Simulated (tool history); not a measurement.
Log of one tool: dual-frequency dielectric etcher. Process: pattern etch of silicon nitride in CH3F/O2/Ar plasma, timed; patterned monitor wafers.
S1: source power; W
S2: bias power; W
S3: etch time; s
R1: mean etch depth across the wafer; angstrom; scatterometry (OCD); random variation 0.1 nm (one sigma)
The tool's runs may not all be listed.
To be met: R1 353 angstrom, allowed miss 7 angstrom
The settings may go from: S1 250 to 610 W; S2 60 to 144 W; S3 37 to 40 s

{"run": 1, "hour": 0.0, "S1": 430, "S2": 102, "S3": 40, "R1": 324.35}
{"run": 2, "hour": 2.8, "S1": 450, "S2": 103, "S3": 40, "R1": 332.44}
{"run": 3, "hour": 10.5, "S1": 450, "S2": 95, "S3": 40, "R1": 324.96}
{"run": 4, "hour": 14.7, "S1": 380, "S2": 95, "S3": 40, "R1": 300.4}
{"run": 5, "hour": 15.5, "S1": 410, "S2": 96, "S3": 40, "R1": 310.98}
{"run": 6, "hour": 23.5, "S1": 410, "S2": 96, "S3": 37, "R1": 288.36}
{"run": 7, "hour": 27.8, "S1": 440, "S2": 97, "S3": 37, "R1": 299.67}
{"run": 8, "hour": 33.7, "S1": 530, "S2": 103, "S3": 37, "R1": 332.87}
{"run": 9, "hour": 37.4, "S1": 540, "S2": 104, "S3": 37, "R1": 335.18}
{"run": 10, "hour": 40.2, "S1": 550, "S2": 105, "S3": 37, "R1": 341.23}
{"run": 11, "hour": 43.8, "S1": 550, "S2": 105, "S3": 37, "R1": 340.75}

4 next moves are on the table. One of them brings every result within its allowed miss. Which?
{"run": "A", "hour": 47.4, "S1": 570, "S2": 109, "S3": 39.5, "R1": "?"}
{"run": "B", "hour": 47.4, "S1": 580, "S2": 67, "S3": 39.5, "R1": "?"}
{"run": "C", "hour": 47.4, "S1": 580, "S2": 102, "S3": 40, "R1": "?"}
{"run": "D", "hour": 47.4, "S1": 560, "S2": 103, "S3": 38.5, "R1": "?"}

move=A R1=371.43
move=B R1=321.1
move=C R1=370.73
move=D R1=352.47
A: takes the result that was furthest off past its target
B: further off than the last run
C: takes the result that was furthest off past its target
D: meets every target
Move D is the one to make.
